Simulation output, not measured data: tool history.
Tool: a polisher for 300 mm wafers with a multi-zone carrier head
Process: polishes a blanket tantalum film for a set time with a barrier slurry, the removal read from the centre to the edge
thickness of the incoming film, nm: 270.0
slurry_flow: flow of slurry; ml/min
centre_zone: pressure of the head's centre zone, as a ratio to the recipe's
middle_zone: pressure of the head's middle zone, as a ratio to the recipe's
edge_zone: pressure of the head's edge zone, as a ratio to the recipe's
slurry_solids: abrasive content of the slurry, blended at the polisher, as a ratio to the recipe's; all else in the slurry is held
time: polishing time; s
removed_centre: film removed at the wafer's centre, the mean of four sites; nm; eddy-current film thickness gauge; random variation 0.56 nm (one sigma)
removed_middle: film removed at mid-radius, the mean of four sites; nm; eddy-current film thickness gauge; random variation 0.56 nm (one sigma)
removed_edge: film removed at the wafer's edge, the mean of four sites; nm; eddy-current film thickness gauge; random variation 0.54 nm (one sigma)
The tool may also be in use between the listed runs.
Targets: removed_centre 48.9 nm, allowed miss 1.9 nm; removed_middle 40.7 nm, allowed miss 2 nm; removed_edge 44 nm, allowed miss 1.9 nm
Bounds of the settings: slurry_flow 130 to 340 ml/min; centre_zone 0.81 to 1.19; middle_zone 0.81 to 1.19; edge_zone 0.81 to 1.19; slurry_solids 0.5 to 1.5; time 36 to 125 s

| run | hour | slurry_flow | centre_zone | middle_zone | edge_zone | slurry_solids | time | removed_centre | removed_middle | removed_edge |
|---|---|---|---|---|---|---|---|---|---|---|
| 1 | 0 | 220 | 1 | 1 | 1 | 1 | 80 | 83.795 | 85.12 | 84.483 |
| 2 | 1.5 | 190 | 1 | 1 | 1 | 1 | 80 | 81.738 | 85.239 | 81.888 |
| 3 | 4.1 | 190 | 1.07 | 1 | 1 | 1 | 80 | 89.655 | 85.359 | 80.593 |
| 4 | 9 | 195 | 1.07 | 0.95 | 0.99 | 0.85 | 68 | 69.862 | 65.75 | 65.585 |
| 5 | 16.6 | 195 | 1.09 | 0.91 | 0.98 | 0.75 | 62 | 62.181 | 55.177 | 57.101 |
| 6 | 21.2 | 190 | 1.09 | 0.88 | 0.96 | 0.65 | 59 | 56.144 | 46.918 | 49.794 |
| 7 | 27.5 | 180 | 1.06 | 0.86 | 0.93 | 0.65 | 59 | 53.285 | 45.484 | 49.645 |
| 8 | 32.9 | 185 | 1.08 | 0.85 | 0.9 | 0.5 | 53 | 43.235 | 36.383 | 37.715 |
| 9 | 38 | 185 | 1.09 | 0.86 | 0.94 | 0.5 | 53 | 43.224 | 36.382 | 38.544 |
| 10 | 40.8 | 200 | 1.1 | 0.86 | 0.96 | 0.55 | 53 | 45.681 | 37.95 | 42.516 |

5 next moves are on the table. One of them brings every result within its allowed miss. Which?
| A | 43.6 | 200 | 1.02 | 1.03 | 0.97 | 0.85 | 42 | ? | ? | ? |
| B | 43.6 | 190 | 1.08 | 0.86 | 0.92 | 0.55 | 57 | ? | ? | ? |
| C | 43.6 | 245 | 0.95 | 0.9 | 0.95 | 0.6 | 51 | ? | ? | ? |
| D | 43.6 | 300 | 1.09 | 0.98 | 1.12 | 0.5 | 50 | ? | ? | ? |
| E | 43.6 | 150 | 1.19 | 0.84 | 1 | 0.65 | 53 | ? | ? | ? |

| move | removed_centre | removed_middle | removed_edge |
|---|---|---|---|
| A | 42.008 | 43.045 | 39.962 |
| B | 49.24 | 41.035 | 43.391 |
| C | 41.907 | 41.14 | 42.157 |
| D | 43.71 | 39.968 | 41.145 |
| E | 52.897 | 39.351 | 44.57 |
A: further off than the last run
B: meets every target
C: further off than the last run
D: further off than the last run
E: takes the result that was furthest off past its target
Answer: B

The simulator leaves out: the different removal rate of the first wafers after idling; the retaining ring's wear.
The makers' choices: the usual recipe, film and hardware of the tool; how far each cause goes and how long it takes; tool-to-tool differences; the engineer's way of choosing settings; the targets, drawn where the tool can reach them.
